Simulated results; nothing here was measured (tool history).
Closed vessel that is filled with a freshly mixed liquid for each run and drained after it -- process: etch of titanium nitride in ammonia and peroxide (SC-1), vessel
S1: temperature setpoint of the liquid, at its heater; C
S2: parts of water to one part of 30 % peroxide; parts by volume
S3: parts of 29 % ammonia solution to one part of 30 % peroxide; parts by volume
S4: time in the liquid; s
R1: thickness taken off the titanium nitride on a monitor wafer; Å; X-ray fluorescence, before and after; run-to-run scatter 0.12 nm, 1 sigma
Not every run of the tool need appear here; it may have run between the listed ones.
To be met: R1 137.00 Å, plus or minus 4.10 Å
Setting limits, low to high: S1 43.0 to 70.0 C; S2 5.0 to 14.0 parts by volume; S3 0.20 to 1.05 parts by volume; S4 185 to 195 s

run	hour	S1	S2	S3	S4	R1
1	0.0	59.0	7.5	0.55	185	215.30
2	2.9	54.5	7.5	0.55	185	162.31
3	9.2	54.5	7.5	0.65	185	163.50
4	10.8	53.5	7.5	0.65	185	152.78
5	16.2	53.5	7.5	0.65	195	160.61
6	21.3	52.5	7.5	0.65	195	148.60
7	22.5	52.0	7.5	0.65	195	147.68
8	23.8	50.5	7.5	0.65	195	130.81
9	29.6	51.5	7.5	0.65	195	142.59

Which of these 5 next moves meets every target?
A	35.4	52.5	8.5	0.50	195	?
B	35.4	47.5	5.0	0.50	195	?
C	35.4	51.5	8.0	0.55	185	?
D	35.4	52.5	9.0	0.60	185	?
E	35.4	51.0	8.0	0.70	185	?

move	R1
A	137.99
B	126.12
C	128.05
D	131.11
E	128.60
A: each result inside its tolerance
B: moves the result that the last run missed by most past its target, out the other side
C: moves the result that the last run missed by most past its target, out the other side
D: moves the result that the last run missed by most past its target, out the other side
E: moves the result that the last run missed by most past its target, out the other side
A is the move that brings every result within its allowed miss.
